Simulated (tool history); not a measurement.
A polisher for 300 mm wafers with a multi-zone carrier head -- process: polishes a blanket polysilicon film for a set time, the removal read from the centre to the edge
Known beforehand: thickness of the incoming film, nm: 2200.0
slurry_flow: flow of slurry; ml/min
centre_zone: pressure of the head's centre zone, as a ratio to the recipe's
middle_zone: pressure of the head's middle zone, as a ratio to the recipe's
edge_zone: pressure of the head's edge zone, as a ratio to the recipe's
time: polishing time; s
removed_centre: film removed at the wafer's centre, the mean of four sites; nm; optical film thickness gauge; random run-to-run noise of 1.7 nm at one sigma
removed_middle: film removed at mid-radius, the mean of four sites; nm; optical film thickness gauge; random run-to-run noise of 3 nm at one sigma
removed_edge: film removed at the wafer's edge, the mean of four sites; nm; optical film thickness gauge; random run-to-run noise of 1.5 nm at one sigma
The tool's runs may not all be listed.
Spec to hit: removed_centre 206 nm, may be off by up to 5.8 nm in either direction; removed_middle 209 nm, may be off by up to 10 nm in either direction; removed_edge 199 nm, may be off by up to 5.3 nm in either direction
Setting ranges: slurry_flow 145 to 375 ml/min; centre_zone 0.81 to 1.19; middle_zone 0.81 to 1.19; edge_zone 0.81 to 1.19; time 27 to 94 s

run	hour	slurry_flow	centre_zone	middle_zone	edge_zone	time	removed_centre	removed_middle	removed_edge
1	0	240	1	1	1	60	231.67	228.19	234.48
2	8.3	240	1	1	1.05	60	229.15	223.17	236.68
3	12.8	240	1	0.93	1.05	60	229.56	211.98	238.38
4	21.2	235	1	0.95	1.01	58	222.55	207.32	223.63
5	30	225	0.99	0.96	0.98	58	220.14	213.98	221.86
6	34.3	225	0.99	0.96	0.98	68	258.16	248.65	259.42
7	37.2	220	0.98	0.96	0.95	65	241.06	238.52	240.98
8	42	210	0.97	0.95	0.92	64	232.46	221.73	233.83
9	49.1	210	0.97	0.97	0.9	62	225.73	230.55	225.96
10	51.6	205	0.97	0.96	0.88	61	222.57	215.75	218.58
11	56.7	200	0.97	0.97	0.86	60	219.84	215.78	212.35
12	64.8	195	0.96	0.97	0.85	60	216.29	217	213.56
13	66.5	195	0.96	0.97	0.84	59	208.56	216.96	204.13
14	69.6	190	0.96	0.96	0.83	59	211.05	212.44	205.8

Exactly one of the 4 candidate moves below puts every result within its allowed miss. Which one?
A	72.7	205	0.96	0.92	0.85	59	?	?	?
B	72.7	160	0.96	0.98	0.81	59	?	?	?
C	72.7	215	1	0.97	0.81	58	?	?	?
D	72.7	180	0.91	0.92	0.85	61	?	?	?

move	removed_centre	removed_middle	removed_edge
A	211.86	208.46	210.47
B	204.71	213.06	201.23
C	218.04	215.34	203.24
D	204.39	212.22	215.1
A: lands further from the targets than the last run did
B: all results land within tolerance of their targets
C: gets the furthest-off result to its target, but another result is out of tolerance
D: lands further from the targets than the last run did
The move that meets every target is B.
